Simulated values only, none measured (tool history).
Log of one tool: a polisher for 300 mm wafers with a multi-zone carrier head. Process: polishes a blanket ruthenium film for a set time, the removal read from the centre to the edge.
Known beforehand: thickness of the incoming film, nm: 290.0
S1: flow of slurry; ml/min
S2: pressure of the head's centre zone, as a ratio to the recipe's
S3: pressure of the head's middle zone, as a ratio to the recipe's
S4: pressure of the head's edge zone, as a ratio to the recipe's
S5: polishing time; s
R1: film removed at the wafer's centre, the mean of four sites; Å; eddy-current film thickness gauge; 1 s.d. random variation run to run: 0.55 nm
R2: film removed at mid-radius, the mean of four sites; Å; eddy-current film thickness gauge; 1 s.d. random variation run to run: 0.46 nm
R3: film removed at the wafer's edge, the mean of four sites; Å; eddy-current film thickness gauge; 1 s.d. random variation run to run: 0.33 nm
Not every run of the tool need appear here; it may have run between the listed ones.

run 1 hour=0 | S1=225 S2=1 S3=1 S4=1 S5=71 | R1=775.55 R2=756.12 R3=759.36
run 2 hour=8.6 | S1=220 S2=0.97 S3=1.01 S4=0.95 S5=64 | R1=678.56 R2=674.27 R3=667.89
run 3 hour=14.9 | S1=215 S2=0.94 S3=1.04 S4=0.91 S5=59 | R1=593.24 R2=641.36 R3=591.93
run 4 hour=17.4 | S1=205 S2=0.92 S3=1.03 S4=0.88 S5=57 | R1=573.95 R2=608.92 R3=564.43
run 5 hour=23.2 | S1=205 S2=0.92 S3=1.03 S4=0.96 S5=57 | R1=553.43 R2=609.26 R3=590.14
run 6 hour=31.8 | S1=205 S2=0.92 S3=1.03 S4=0.96 S5=66 | R1=668.14 R2=708.48 R3=684.73
run 7 hour=39.7 | S1=195 S2=0.9 S3=1.03 S4=0.86 S5=49 | R1=482.94 R2=527.06 R3=478.02

What will run 8 give?
run 8 hour=46 | S1=210 S2=0.9 S3=1.04 S4=0.87 S5=49 | R1=? R2=? R3=?

{"run 8": {"R1": 480.38, "R2": 533.68, "R3": 480.03}}
